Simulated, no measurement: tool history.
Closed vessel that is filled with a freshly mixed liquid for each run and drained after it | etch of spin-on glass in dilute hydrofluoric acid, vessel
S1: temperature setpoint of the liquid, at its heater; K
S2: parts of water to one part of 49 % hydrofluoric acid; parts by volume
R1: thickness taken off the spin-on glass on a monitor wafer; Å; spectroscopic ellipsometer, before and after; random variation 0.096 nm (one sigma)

{"run": 1, "hour": 0.0, "S1": 296.15, "S2": 190, "time in the liquid (s)": 145, "R1": 163.13}
{"run": 2, "hour": 7.7, "S1": 297.65, "S2": 190, "time in the liquid (s)": 145, "R1": 172.92}
{"run": 3, "hour": 12.7, "S1": 298.65, "S2": 190, "time in the liquid (s)": 145, "R1": 179.39}
{"run": 4, "hour": 14.3, "S1": 299.65, "S2": 190, "time in the liquid (s)": 145, "R1": 185.34}
{"run": 5, "hour": 16.5, "S1": 300.65, "S2": 190, "time in the liquid (s)": 145, "R1": 191.72}
{"run": 6, "hour": 24.6, "S1": 302.15, "S2": 190, "time in the liquid (s)": 145, "R1": 203.97}

Run 7, settings as shown, results not yet in. Your forecast:
{"run": 7, "hour": 31.5, "S1": 302.15, "S2": 190, "time in the liquid (s)": 145, "R1": "?"}

R1: 203.21 Å

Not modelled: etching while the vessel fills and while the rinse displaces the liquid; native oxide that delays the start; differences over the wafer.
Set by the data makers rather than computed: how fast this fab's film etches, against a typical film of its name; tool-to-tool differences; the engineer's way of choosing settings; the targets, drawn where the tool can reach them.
